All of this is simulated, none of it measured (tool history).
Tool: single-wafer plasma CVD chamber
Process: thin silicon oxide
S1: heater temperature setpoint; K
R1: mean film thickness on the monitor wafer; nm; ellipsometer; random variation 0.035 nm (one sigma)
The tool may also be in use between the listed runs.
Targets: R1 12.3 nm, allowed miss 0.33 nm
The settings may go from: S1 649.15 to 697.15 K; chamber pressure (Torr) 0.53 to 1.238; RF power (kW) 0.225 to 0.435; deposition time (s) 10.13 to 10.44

run 1 hour=0 | S1=673.15 chamber_pressure_(Torr)=0.884 RF_power_(kW)=0.33 deposition_time_(s)=10.13 | R1=19.904
run 2 hour=8 | S1=673.15 chamber_pressure_(Torr)=0.993 RF_power_(kW)=0.33 deposition_time_(s)=10.13 | R1=22.174
run 3 hour=11.6 | S1=673.15 chamber_pressure_(Torr)=0.993 RF_power_(kW)=0.33 deposition_time_(s)=10.13 | R1=22.035
run 4 hour=19.3 | S1=673.15 chamber_pressure_(Torr)=0.993 RF_power_(kW)=0.295 deposition_time_(s)=10.13 | R1=21.016
run 5 hour=25.8 | S1=673.15 chamber_pressure_(Torr)=1.122 RF_power_(kW)=0.295 deposition_time_(s)=10.13 | R1=23.037
run 6 hour=31.1 | S1=673.15 chamber_pressure_(Torr)=1.122 RF_power_(kW)=0.25 deposition_time_(s)=10.13 | R1=21.377
run 7 hour=35 | S1=677.15 chamber_pressure_(Torr)=1.024 RF_power_(kW)=0.245 deposition_time_(s)=10.13 | R1=19.67
run 8 hour=41.7 | S1=680.15 chamber_pressure_(Torr)=0.942 RF_power_(kW)=0.24 deposition_time_(s)=10.13 | R1=18.126
run 9 hour=43.4 | S1=681.15 chamber_pressure_(Torr)=0.765 RF_power_(kW)=0.225 deposition_time_(s)=10.13 | R1=14.164
run 10 hour=46.7 | S1=681.15 chamber_pressure_(Torr)=0.628 RF_power_(kW)=0.225 deposition_time_(s)=10.13 | R1=11.063
run 11 hour=54.8 | S1=681.15 chamber_pressure_(Torr)=0.628 RF_power_(kW)=0.225 deposition_time_(s)=10.13 | R1=11.052
run 12 hour=55.9 | S1=681.15 chamber_pressure_(Torr)=0.639 RF_power_(kW)=0.225 deposition_time_(s)=10.13 | R1=11.289
run 13 hour=61.5 | S1=681.15 chamber_pressure_(Torr)=0.648 RF_power_(kW)=0.225 deposition_time_(s)=10.13 | R1=11.489
run 14 hour=63.4 | S1=681.15 chamber_pressure_(Torr)=0.655 RF_power_(kW)=0.225 deposition_time_(s)=10.13 | R1=11.615
run 15 hour=66.9 | S1=681.15 chamber_pressure_(Torr)=0.661 RF_power_(kW)=0.225 deposition_time_(s)=10.13 | R1=11.746
run 16 hour=72.9 | S1=681.15 chamber_pressure_(Torr)=0.666 RF_power_(kW)=0.225 deposition_time_(s)=10.13 | R1=11.839

4 next moves are on the table. One of them brings every result within its allowed miss. Which?
run A hour=78.9 | S1=681.15 chamber_pressure_(Torr)=0.669 RF_power_(kW)=0.24 deposition_time_(s)=10.13 | R1=?
run B hour=78.9 | S1=663.15 chamber_pressure_(Torr)=0.625 RF_power_(kW)=0.225 deposition_time_(s)=10.2 | R1=?
run C hour=78.9 | S1=676.15 chamber_pressure_(Torr)=0.62 RF_power_(kW)=0.225 deposition_time_(s)=10.44 | R1=?
run D hour=78.9 | S1=679.15 chamber_pressure_(Torr)=0.632 RF_power_(kW)=0.225 deposition_time_(s)=10.13 | R1=?

move=A R1=12.334
move=B R1=11.137
move=C R1=11.169
move=D R1=11.091
A: meets every target
B: further off than the last run
C: further off than the last run
D: further off than the last run
Answer: A

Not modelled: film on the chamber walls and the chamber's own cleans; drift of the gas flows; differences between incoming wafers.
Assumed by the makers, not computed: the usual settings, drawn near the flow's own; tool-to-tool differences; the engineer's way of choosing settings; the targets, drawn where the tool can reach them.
